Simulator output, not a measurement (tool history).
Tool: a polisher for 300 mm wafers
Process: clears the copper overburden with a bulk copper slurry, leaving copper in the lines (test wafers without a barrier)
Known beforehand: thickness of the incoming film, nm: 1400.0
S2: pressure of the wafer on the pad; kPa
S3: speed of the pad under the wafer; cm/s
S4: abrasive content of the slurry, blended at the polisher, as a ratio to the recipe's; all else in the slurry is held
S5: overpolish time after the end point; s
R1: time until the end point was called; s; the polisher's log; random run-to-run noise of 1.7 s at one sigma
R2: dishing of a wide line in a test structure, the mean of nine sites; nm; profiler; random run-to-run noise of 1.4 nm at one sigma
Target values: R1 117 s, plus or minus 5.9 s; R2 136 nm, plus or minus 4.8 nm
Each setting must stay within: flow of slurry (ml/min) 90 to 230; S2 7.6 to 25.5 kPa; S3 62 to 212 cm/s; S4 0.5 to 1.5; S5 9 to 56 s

run 1 hour=0 | flow_of_slurry_(ml/min)=150 S2=16.5 S3=136 S4=1 S5=29 | R1=123.75 R2=116.15
run 2 hour=2.2 | flow_of_slurry_(ml/min)=180 S2=16.5 S3=136 S4=1 S5=29 | R1=121.56 R2=118.75
run 3 hour=3.2 | flow_of_slurry_(ml/min)=180 S2=16.5 S3=162 S4=1 S5=29 | R1=102.3 R2=123.9
run 4 hour=4.9 | flow_of_slurry_(ml/min)=180 S2=16.5 S3=158 S4=1 S5=32 | R1=105.02 R2=126.47
run 5 hour=12.5 | flow_of_slurry_(ml/min)=180 S2=16.5 S3=158 S4=1.15 S5=32 | R1=99.853 R2=127.03
run 6 hour=13.3 | flow_of_slurry_(ml/min)=180 S2=16.5 S3=158 S4=1.15 S5=39 | R1=103.34 R2=130.71
run 7 hour=16.8 | flow_of_slurry_(ml/min)=180 S2=16.5 S3=156 S4=1.15 S5=41 | R1=105.41 R2=131.89
run 8 hour=19.2 | flow_of_slurry_(ml/min)=180 S2=16.5 S3=154 S4=1.15 S5=43 | R1=107.84 R2=135.68

Next run, 4 choices. One meets every target within its allowed miss, the rest don't. Which?
run A hour=21.6 | flow_of_slurry_(ml/min)=220 S2=18.6 S3=140 S4=1.1 S5=56 | R1=? R2=?
run B hour=21.6 | flow_of_slurry_(ml/min)=190 S2=17.2 S3=146 S4=1.5 S5=41 | R1=? R2=?
run C hour=21.6 | flow_of_slurry_(ml/min)=150 S2=17.2 S3=136 S4=1.25 S5=48 | R1=? R2=?
run D hour=21.6 | flow_of_slurry_(ml/min)=170 S2=15.9 S3=166 S4=1.05 S5=56 | R1=? R2=?

move=A R1=99.597 R2=145.92
move=B R1=98.984 R2=136.6
move=C R1=113.5 R2=137.05
move=D R1=102.73 R2=136.3
A: lands further from the targets than the last run did
B: lands further from the targets than the last run did
C: each result inside its tolerance
D: lands further from the targets than the last run did
The right move is C.

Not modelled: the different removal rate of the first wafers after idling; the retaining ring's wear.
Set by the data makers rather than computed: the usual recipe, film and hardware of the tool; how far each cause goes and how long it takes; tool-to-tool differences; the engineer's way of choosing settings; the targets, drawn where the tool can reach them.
